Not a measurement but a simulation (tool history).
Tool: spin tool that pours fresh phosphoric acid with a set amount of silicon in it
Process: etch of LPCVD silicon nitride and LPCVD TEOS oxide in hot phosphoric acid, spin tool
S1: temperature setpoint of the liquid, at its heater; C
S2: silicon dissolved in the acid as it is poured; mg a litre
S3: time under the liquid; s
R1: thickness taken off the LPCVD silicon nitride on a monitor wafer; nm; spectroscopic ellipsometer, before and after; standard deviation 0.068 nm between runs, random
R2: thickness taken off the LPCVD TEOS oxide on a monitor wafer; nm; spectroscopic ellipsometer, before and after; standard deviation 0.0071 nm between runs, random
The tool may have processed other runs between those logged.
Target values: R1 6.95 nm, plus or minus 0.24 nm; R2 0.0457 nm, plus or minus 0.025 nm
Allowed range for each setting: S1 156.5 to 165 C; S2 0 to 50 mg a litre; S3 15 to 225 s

run	day	S1	S2	S3	R1	R2
1	0	160	26	115	10.184	0.15549
2	0.054	159.5	30	110	9.4837	0.11654
3	0.4	160.5	30	110	9.7809	0.13316
4	0.596	160	33	105	9.2811	0.12605
5	0.742	158.5	33	105	8.8935	0.098692
6	0.796	158	35.5	100	8.2113	0.066592
7	1.112	158	36	95	7.8225	0.071177
8	1.421	158	37	95	7.9486	0.064626
9	1.633	158	37.5	95	7.8393	0.059419
10	1.838	157.5	38	90	7.2432	0.05156

Which of these 5 next moves meets every target?
A	2.042	160	26	85	?	?
B	2.042	157	42	80	?	?
C	2.042	157.5	43.5	85	?	?
D	2.042	159	19.5	75	?	?
E	2.042	156.5	41.5	95	?	?

move	R1	R2
A	7.5057	0.11653
B	6.3826	0.039305
C	6.8979	0.038356
D	6.4035	0.11686
E	7.4513	0.046681
A: further off than the last run
B: moves the result that the last run missed by most past its target, out the other side
C: each result inside its tolerance
D: moves the result that the last run missed by most past its target, out the other side
E: further off than the last run
The move that meets every target is C.
